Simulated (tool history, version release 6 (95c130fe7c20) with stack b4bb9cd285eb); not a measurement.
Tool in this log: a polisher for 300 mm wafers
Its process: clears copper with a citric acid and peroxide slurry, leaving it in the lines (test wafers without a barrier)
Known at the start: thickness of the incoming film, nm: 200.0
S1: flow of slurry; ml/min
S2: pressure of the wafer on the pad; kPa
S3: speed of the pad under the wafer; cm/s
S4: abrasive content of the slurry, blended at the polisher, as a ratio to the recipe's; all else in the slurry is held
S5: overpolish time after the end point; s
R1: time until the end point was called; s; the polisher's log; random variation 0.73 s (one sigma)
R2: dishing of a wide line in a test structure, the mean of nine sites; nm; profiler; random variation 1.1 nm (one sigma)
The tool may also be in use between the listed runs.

run,day,S1,S2,S3,S4,S5,R1,R2
1,0.000,160,17.9,124,1.0,30,89.084,35.434
2,0.308,160,20.7,130,1.0,29,72.550,38.694
3,0.388,160,22.8,134,1.0,28,62.813,41.829
4,0.750,160,24.1,136,1.0,27,59.934,40.433
5,0.833,200,24.1,136,1.0,27,58.875,41.614
6,0.908,200,24.8,140,1.0,27,56.283,43.116
7,1.125,200,25.5,144,1.0,27,54.400,40.904
8,1.342,200,26.2,150,1.0,29,47.119,46.043
9,1.433,200,26.9,150,1.0,30,47.827,45.640

For run 10, what comes out?
10,1.717,200,26.9,152,1.0,31,?,?

{"run 10": {"R1": 47.046, "R2": 45.531}}
